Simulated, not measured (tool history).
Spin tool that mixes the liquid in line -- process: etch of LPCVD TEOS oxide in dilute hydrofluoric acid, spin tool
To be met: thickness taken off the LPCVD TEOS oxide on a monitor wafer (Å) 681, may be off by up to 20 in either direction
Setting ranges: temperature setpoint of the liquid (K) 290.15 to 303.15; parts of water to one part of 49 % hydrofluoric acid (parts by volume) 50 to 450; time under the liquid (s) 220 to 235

| run | hour | temperature setpoint of the liquid (K) | parts of water to one part of 49 % hydrofluoric acid (parts by volume) | time under the liquid (s) | thickness taken off the LPCVD TEOS oxide on a monitor wafer (Å) |
|---|---|---|---|---|---|
| 1 | 0 | 295.15 | 250 | 220 | 258.62 |
| 2 | 4.7 | 296.15 | 235 | 220 | 288.23 |
| 3 | 13 | 296.15 | 235 | 220 | 287.34 |
| 4 | 17.6 | 298.65 | 235 | 220 | 313.7 |
| 5 | 23 | 299.15 | 220 | 220 | 346.97 |
| 6 | 24.4 | 299.65 | 210 | 220 | 374.83 |
| 7 | 26.6 | 300.15 | 200 | 220 | 406.5 |
| 8 | 31.4 | 300.65 | 190 | 220 | 438.52 |
| 9 | 40 | 303.15 | 110 | 220 | 920.23 |
| 10 | 46.4 | 302.65 | 110 | 220 | 908.25 |
| 11 | 53.3 | 301.65 | 110 | 220 | 869.49 |
| 12 | 55 | 301.15 | 110 | 220 | 854.09 |
| 13 | 61.6 | 300.65 | 110 | 220 | 841.44 |
| 14 | 65 | 300.15 | 110 | 220 | 828.53 |
|  | 73.7 | thermometer replaced |
| 15 | 73.7 | 299.65 | 110 | 220 | 754.27 |

Which of these 5 next moves meets every target?
| A | 82.4 | 301.15 | 125 | 220 | ? |
| B | 82.4 | 301.65 | 140 | 225 | ? |
| C | 82.4 | 298.15 | 110 | 235 | ? |
| D | 82.4 | 298.65 | 125 | 225 | ? |
| E | 82.4 | 301.65 | 120 | 225 | ? |

| move | thickness taken off the LPCVD TEOS oxide on a monitor wafer (Å) |
|---|---|
| A | 687.05 |
| B | 626.86 |
| C | 757.96 |
| D | 639.16 |
| E | 750.66 |
A: all results in spec
B: pushes the last run's worst result past its target
C: lands further from the targets than the last run did
D: pushes the last run's worst result past its target
E: roughly where the last run was
Answer: A
